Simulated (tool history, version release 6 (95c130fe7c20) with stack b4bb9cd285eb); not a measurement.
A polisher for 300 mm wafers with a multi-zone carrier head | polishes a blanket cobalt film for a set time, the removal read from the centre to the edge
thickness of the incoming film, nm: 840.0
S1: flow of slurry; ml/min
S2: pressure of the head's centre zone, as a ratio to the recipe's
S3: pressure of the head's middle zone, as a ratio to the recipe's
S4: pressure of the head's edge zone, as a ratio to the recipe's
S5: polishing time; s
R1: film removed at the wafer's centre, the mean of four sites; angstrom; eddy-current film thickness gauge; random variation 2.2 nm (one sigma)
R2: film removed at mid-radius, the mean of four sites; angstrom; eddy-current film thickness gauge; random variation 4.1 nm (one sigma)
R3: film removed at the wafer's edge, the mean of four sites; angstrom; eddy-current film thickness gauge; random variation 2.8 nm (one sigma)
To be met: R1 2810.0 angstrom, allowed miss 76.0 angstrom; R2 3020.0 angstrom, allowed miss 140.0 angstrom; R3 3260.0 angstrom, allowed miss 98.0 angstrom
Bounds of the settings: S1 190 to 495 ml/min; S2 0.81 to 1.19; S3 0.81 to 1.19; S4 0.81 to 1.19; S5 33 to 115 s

run	hour	S1	S2	S3	S4	S5	R1	R2	R3
1	0.0	320	1.00	1.00	1.00	73	2406.3	2305.0	2560.6
2	8.4	320	1.00	1.00	1.00	82	2696.0	2684.1	2817.6
3	11.3	320	0.97	1.00	1.00	82	2638.9	2690.1	2854.8
4	15.1	320	0.97	0.95	1.00	82	2672.7	2608.5	2866.4
5	19.8	330	0.96	0.97	1.03	84	2679.9	2693.7	3009.4
6	21.2	330	1.04	0.97	1.03	84	2817.8	2671.6	2968.3
7	23.4	335	1.02	0.99	1.05	85	2830.9	2781.1	3039.0
8	24.2	340	1.01	1.00	1.07	86	2860.3	2853.7	3130.6
9	26.4	340	1.00	1.01	1.08	86	2872.7	2842.6	3059.8

Which of these 4 next moves meets every target?
A	28.6	315	1.05	0.81	1.11	89	?	?	?
B	28.6	360	0.95	0.81	1.19	92	?	?	?
C	28.6	330	0.95	0.95	1.11	88	?	?	?
D	28.6	335	0.87	0.99	1.00	94	?	?	?

move	R1	R2	R3
A	3040.7	2441.9	3282.7
B	2979.5	2556.9	3557.5
C	2827.4	2721.8	3252.0
D	2857.0	3003.2	3293.1
A: brings the result that was furthest off to its target, and leaves another outside
B: takes the result that was furthest off past its target
C: brings the result that was furthest off to its target, and leaves another outside
D: meets every target
Move D is the one to make.
